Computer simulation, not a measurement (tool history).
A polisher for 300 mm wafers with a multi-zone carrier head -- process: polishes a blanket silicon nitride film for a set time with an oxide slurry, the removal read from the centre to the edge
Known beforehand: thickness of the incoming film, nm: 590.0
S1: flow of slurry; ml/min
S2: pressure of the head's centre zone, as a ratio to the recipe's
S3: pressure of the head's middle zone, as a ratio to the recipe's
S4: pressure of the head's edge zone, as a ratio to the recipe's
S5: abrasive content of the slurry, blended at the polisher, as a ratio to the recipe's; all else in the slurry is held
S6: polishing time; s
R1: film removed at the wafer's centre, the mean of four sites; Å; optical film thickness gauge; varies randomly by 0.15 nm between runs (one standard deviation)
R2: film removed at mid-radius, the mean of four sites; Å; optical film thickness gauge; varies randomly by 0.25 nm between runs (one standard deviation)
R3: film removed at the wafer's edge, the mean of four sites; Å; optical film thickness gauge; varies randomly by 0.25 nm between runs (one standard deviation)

| run | day | S1 | S2 | S3 | S4 | S5 | S6 | R1 | R2 | R3 |
|---|---|---|---|---|---|---|---|---|---|---|
| 1 | 0 | 170 | 1 | 1 | 1 | 1 | 50 | 268.45 | 272.62 | 272.59 |
| 2 | 0.333 | 170 | 0.95 | 1 | 1 | 1 | 50 | 254.79 | 272.8 | 273.03 |
| 3 | 0.521 | 170 | 0.95 | 1 | 0.95 | 1 | 50 | 254.83 | 274.85 | 266.21 |
| 4 | 0.825 | 165 | 0.96 | 0.99 | 0.93 | 1 | 50 | 253.84 | 265.58 | 257.36 |
| 5 | 1.162 | 165 | 0.96 | 0.99 | 0.93 | 0.9 | 50 | 245.42 | 263.24 | 255.06 |
| 6 | 1.358 | 165 | 0.97 | 0.98 | 0.91 | 0.9 | 50 | 249.76 | 258.76 | 249.23 |
| 7 | 1.55 | 160 | 0.97 | 0.97 | 0.9 | 0.9 | 50 | 250.1 | 252.32 | 251.18 |

Estimate the outcome of run 8 from the log above:
| 8 | 1.821 | 160 | 0.97 | 0.97 | 0.9 | 0.9 | 50 | ? | ? | ? |

{"run 8": {"R1": 247.76, "R2": 255.79, "R3": 247.99}}
